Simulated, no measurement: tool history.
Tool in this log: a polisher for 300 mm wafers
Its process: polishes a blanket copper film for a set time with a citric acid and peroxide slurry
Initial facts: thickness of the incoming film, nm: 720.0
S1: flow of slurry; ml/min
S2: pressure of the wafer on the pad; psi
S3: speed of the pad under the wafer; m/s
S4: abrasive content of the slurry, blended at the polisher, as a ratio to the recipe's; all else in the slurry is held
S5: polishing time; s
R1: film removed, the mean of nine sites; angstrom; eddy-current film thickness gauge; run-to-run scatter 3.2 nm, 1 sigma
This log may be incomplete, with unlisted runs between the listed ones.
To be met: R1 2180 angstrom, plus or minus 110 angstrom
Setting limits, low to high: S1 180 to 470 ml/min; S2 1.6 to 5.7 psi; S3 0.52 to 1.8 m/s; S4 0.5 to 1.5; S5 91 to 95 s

run	day	S1	S2	S3	S4	S5	R1
1	0	300	3.6	1.16	1	91	2850.7
2	0.35	300	3.6	1.16	1.15	91	2971.9
3	0.704	300	3.6	1.42	1.15	91	3547.7
4	0.812	300	3.4	1.42	1.15	91	3362.9
5	1.104	300	2.7	1.42	1.15	91	2675.3
6	1.246	300	2.7	1.42	1.15	95	2779.9
7	1.471	300	2.6	1.42	1.15	95	2755.1
# day 1.671: slurry nozzle cleaned
8	1.671	300	2.5	1.42	1.15	95	2727.6
9	1.8	300	1.6	1.4	1.15	95	1737.9
10	1.888	300	1.7	1.4	1.15	95	1798.3
11	1.95	300	1.8	1.4	1.15	95	1861.7

Consider the 5 candidate settings below. Which is the only one whose results all fall within their allowed miss of target?
A	2.012	270	1.8	1.38	0.75	91	?
B	2.012	345	2.2	1.48	1.25	95	?
C	2.012	180	2	1.42	1.15	91	?
D	2.012	275	2	1.42	1.25	95	?
E	2.012	270	2.2	1.4	1.35	95	?

move	R1
A	1575.7
B	2441.6
C	1859.4
D	2103.7
E	2312.8
A: further off than the last run
B: takes the result that was furthest off past its target
C: about as far from the targets as the last run
D: each result inside its tolerance
E: takes the result that was furthest off past its target
D is the move that brings every result within its allowed miss.
